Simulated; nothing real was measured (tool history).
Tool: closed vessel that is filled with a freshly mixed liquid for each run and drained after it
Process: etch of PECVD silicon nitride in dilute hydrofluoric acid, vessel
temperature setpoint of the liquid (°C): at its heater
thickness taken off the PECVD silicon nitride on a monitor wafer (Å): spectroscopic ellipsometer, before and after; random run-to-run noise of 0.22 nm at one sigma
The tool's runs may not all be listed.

run	hour	temperature setpoint of the liquid (°C)	parts of water to one part of 49 % hydrofluoric acid (parts by volume)	time in the liquid (s)	thickness taken off the PECVD silicon nitride on a monitor wafer (Å)
1	0.0	25.0	155	3205	329.95
2	2.9	23.5	155	3205	295.72
3	6.0	22.5	155	3205	278.91
4	13.2	22.0	155	3205	266.46
5	19.3	22.0	155	3415	281.19
6	20.0	24.0	155	3415	322.50
7	27.9	22.5	155	3415	298.17
8	29.1	21.5	155	3415	274.20
9	34.6	21.0	155	3415	261.51
10	39.7	20.5	155	3415	255.63

What will run 11 give?
11	45.0	20.0	155	3415	?

{"run 11": {"thickness taken off the PECVD silicon nitride on a monitor wafer (Å)": 252.38}}
